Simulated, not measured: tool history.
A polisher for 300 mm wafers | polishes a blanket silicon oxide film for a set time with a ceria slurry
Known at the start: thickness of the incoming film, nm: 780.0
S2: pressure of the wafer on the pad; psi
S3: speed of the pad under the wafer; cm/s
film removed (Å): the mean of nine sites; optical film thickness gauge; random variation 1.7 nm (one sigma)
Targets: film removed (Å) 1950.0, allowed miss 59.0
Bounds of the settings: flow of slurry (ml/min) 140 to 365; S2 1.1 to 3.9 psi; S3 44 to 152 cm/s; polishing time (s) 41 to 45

run 1 hour=0.0 | flow_of_slurry_(ml/min)=235 S2=2.5 S3=98 polishing_time_(s)=45 | film_removed_(Å)=1522.5
run 2 hour=3.9 | flow_of_slurry_(ml/min)=260 S2=2.5 S3=98 polishing_time_(s)=45 | film_removed_(Å)=1536.6
run 3 hour=11.5 | flow_of_slurry_(ml/min)=260 S2=2.6 S3=98 polishing_time_(s)=45 | film_removed_(Å)=1604.5
run 4 hour=12.3 | flow_of_slurry_(ml/min)=315 S2=2.6 S3=98 polishing_time_(s)=45 | film_removed_(Å)=1623.2
run 5 hour=21.1 | flow_of_slurry_(ml/min)=315 S2=2.9 S3=98 polishing_time_(s)=45 | film_removed_(Å)=1826.1
run 6 hour=24.8 | flow_of_slurry_(ml/min)=315 S2=2.7 S3=98 polishing_time_(s)=45 | film_removed_(Å)=1685.3
run 7 hour=29.7 | flow_of_slurry_(ml/min)=315 S2=2.9 S3=98 polishing_time_(s)=45 | film_removed_(Å)=1805.3
run 8 hour=37.5 | flow_of_slurry_(ml/min)=315 S2=2.9 S3=98 polishing_time_(s)=45 | film_removed_(Å)=1778.3

Which of these 4 next moves meets every target?
run A hour=45.3 | flow_of_slurry_(ml/min)=330 S2=2.9 S3=94 polishing_time_(s)=41 | film_removed_(Å)=?
run B hour=45.3 | flow_of_slurry_(ml/min)=365 S2=2.8 S3=106 polishing_time_(s)=43 | film_removed_(Å)=?
run C hour=45.3 | flow_of_slurry_(ml/min)=345 S2=2.9 S3=92 polishing_time_(s)=44 | film_removed_(Å)=?
run D hour=45.3 | flow_of_slurry_(ml/min)=350 S2=2.8 S3=134 polishing_time_(s)=41 | film_removed_(Å)=?

move=A film_removed_(Å)=1588.2
move=B film_removed_(Å)=1742.4
move=C film_removed_(Å)=1688.0
move=D film_removed_(Å)=1927.6
A: further off than the last run
B: further off than the last run
C: further off than the last run
D: meets every target
Move D is the one to make.
